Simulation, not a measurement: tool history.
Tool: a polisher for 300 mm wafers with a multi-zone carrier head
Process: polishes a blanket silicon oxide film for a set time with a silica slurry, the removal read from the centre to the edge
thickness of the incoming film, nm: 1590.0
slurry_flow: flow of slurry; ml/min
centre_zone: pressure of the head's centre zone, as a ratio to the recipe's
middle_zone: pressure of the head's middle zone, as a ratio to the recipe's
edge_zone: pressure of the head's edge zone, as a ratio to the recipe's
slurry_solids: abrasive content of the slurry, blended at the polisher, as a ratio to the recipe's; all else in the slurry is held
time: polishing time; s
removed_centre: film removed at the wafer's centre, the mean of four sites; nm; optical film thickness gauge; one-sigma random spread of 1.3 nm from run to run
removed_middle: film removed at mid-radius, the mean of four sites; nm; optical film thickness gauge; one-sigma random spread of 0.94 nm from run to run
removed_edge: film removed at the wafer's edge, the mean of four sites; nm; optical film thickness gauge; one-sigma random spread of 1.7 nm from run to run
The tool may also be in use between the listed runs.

run 1 hour=0.0 | slurry_flow=125 centre_zone=1.00 middle_zone=1.00 edge_zone=1.00 slurry_solids=1.0 time=34 | removed_centre=144.27 removed_middle=139.45 removed_edge=143.19
run 2 hour=2.0 | slurry_flow=125 centre_zone=1.00 middle_zone=1.00 edge_zone=1.00 slurry_solids=0.8 time=34 | removed_centre=121.30 removed_middle=121.46 removed_edge=123.38
run 3 hour=10.0 | slurry_flow=120 centre_zone=1.00 middle_zone=0.98 edge_zone=1.01 slurry_solids=0.8 time=34 | removed_centre=123.33 removed_middle=117.03 removed_edge=118.33
run 4 hour=18.2 | slurry_flow=120 centre_zone=0.97 middle_zone=0.96 edge_zone=1.04 slurry_solids=0.8 time=34 | removed_centre=116.05 removed_middle=112.75 removed_edge=119.26
run 5 hour=24.0 | slurry_flow=115 centre_zone=0.96 middle_zone=0.95 edge_zone=1.06 slurry_solids=0.8 time=34 | removed_centre=112.52 removed_middle=111.72 removed_edge=122.23
run 6 hour=29.5 | slurry_flow=110 centre_zone=0.96 middle_zone=0.94 edge_zone=1.07 slurry_solids=0.8 time=34 | removed_centre=116.31 removed_middle=111.39 removed_edge=123.19
run 7 hour=38.2 | slurry_flow=110 centre_zone=0.95 middle_zone=0.93 edge_zone=1.07 slurry_solids=0.8 time=34 | removed_centre=111.48 removed_middle=108.36 removed_edge=121.77

Run 8 is up next; what results do you expect?
run 8 hour=47.1 | slurry_flow=105 centre_zone=0.95 middle_zone=0.92 edge_zone=1.07 slurry_solids=0.8 time=34 | removed_centre=? removed_middle=? removed_edge=?

{"run 8": {"removed_centre": 109.43, "removed_middle": 106.38, "removed_edge": 122.75}}
